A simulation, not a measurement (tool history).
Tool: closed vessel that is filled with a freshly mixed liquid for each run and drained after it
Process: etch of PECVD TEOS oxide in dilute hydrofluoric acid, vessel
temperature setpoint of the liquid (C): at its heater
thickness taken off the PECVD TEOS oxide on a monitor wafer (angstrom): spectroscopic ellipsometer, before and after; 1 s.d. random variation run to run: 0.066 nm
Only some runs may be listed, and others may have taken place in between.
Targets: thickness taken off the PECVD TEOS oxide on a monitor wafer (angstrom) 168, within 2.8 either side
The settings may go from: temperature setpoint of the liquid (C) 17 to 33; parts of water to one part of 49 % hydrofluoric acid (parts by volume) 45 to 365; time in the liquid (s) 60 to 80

run	hour	temperature setpoint of the liquid (C)	parts of water to one part of 49 % hydrofluoric acid (parts by volume)	time in the liquid (s)	thickness taken off the PECVD TEOS oxide on a monitor wafer (angstrom)
1	0	25	205	80	85.81
2	7	27.5	185	80	106.83
3	14.2	29	175	80	119.75
4	21.2	30	165	80	133.74
5	24.3	31	160	80	143.9
6	29.4	31	160	60	107.1
7	36	31.5	140	60	128.71
8	38.2	32	130	60	142.89
9	39.6	32.5	125	60	152.3
10	44.7	33	110	60	179.29
11	52.7	32.5	110	60	176.3
12	61	32	110	60	172.66

Below are 4 possible settings for the next run. Only one of them brings all results inside the allowed miss of their targets. Which is it?
A	69.3	33	110	60	?
B	69.3	32	125	70	?
C	69.3	33	125	65	?
D	69.3	30.5	110	65	?

move	thickness taken off the PECVD TEOS oxide on a monitor wafer (angstrom)
A	180.8
B	175.19
C	168.6
D	178.76
A: further off than the last run
B: further off than the last run
C: all results in spec
D: further off than the last run
Correct choice: C, which meets every target
